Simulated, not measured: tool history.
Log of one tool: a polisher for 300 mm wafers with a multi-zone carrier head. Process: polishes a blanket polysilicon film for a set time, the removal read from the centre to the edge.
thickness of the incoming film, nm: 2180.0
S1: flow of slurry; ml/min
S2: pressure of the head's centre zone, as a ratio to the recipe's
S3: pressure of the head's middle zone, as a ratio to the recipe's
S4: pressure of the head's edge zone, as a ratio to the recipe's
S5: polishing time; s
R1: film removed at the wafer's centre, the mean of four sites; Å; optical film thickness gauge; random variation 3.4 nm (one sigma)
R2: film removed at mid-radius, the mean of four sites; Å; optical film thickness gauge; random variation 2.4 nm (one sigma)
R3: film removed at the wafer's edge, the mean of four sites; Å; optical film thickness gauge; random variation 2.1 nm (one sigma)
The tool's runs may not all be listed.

{"run": 1, "day": 0.0, "S1": 280, "S2": 1, "S3": 1, "S4": 1, "S5": 43, "R1": 1867.3, "R2": 1960.9, "R3": 1946.2}
{"run": 2, "day": 0.292, "S1": 280, "S2": 1, "S3": 1, "S4": 0.94, "S5": 43, "R1": 1921, "R2": 1917.1, "R3": 1901.1}
{"run": 3, "day": 0.538, "S1": 285, "S2": 1.04, "S3": 0.95, "S4": 0.98, "S5": 46, "R1": 2126.1, "R2": 2040.3, "R3": 2081.9}
{"run": 4, "day": 0.721, "S1": 285, "S2": 1.13, "S3": 0.95, "S4": 0.98, "S5": 46, "R1": 2347.4, "R2": 2024.1, "R3": 2102.4}
{"run": 5, "day": 1.008, "S1": 290, "S2": 1.15, "S3": 0.92, "S4": 1.03, "S5": 48, "R1": 2509.5, "R2": 2017.8, "R3": 2219.4}
{"run": 6, "day": 1.212, "S1": 290, "S2": 1.15, "S3": 0.95, "S4": 1.03, "S5": 48, "R1": 2422.7, "R2": 2104.6, "R3": 2230.7}
{"run": 7, "day": 1.575, "S1": 295, "S2": 1.16, "S3": 0.93, "S4": 1.06, "S5": 50, "R1": 2542.8, "R2": 2127.8, "R3": 2347.2}
{"run": 8, "day": 1.825, "S1": 300, "S2": 1.17, "S3": 0.92, "S4": 1.08, "S5": 52, "R1": 2765.5, "R2": 2225.8, "R3": 2478.4}

Forecast run 9:
{"run": 9, "day": 1.892, "S1": 305, "S2": 1.16, "S3": 0.92, "S4": 1.11, "S5": 53, "R1": "?", "R2": "?", "R3": "?"}

{"run 9": {"R1": 2765.1, "R2": 2250.5, "R3": 2561.6}}
